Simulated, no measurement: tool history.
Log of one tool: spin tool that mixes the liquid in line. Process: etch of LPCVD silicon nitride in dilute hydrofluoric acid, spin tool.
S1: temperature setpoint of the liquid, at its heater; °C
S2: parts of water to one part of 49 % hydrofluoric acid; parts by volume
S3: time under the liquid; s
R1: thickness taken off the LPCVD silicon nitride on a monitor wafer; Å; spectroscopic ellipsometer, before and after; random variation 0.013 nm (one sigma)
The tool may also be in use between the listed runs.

{"run": 1, "hour": 0.0, "S1": 24, "S2": 105, "S3": 40, "R1": 1.9518}
{"run": 2, "hour": 3.9, "S1": 24, "S2": 90, "S3": 40, "R1": 2.3306}
{"run": 3, "hour": 9.7, "S1": 24, "S2": 90, "S3": 15, "R1": 0.8091}
{"run": 4, "hour": 17.0, "S1": 24, "S2": 90, "S3": 15, "R1": 0.85568}
{"run": 5, "hour": 22.6, "S1": 24, "S2": 65, "S3": 15, "R1": 1.1746}
{"run": 6, "hour": 28.6, "S1": 26, "S2": 55, "S3": 20, "R1": 2.0576}
{"run": 7, "hour": 31.1, "S1": 27, "S2": 55, "S3": 20, "R1": 2.07}
{"run": 8, "hour": 34.7, "S1": 28, "S2": 50, "S3": 20, "R1": 2.5756}
{"run": 9, "hour": 39.3, "S1": 29, "S2": 50, "S3": 20, "R1": 2.6876}
{"run": 10, "hour": 42.0, "S1": 29, "S2": 50, "S3": 20, "R1": 2.8237}
{"run": 11, "hour": 44.2, "S1": 31.5, "S2": 25, "S3": 35, "R1": 11.338}

Run 12 comes next. What will it give?
{"run": 12, "hour": 45.8, "S1": 30, "S2": 25, "S3": 35, "R1": "?"}

Run 12 gave R1 9.725 Å.
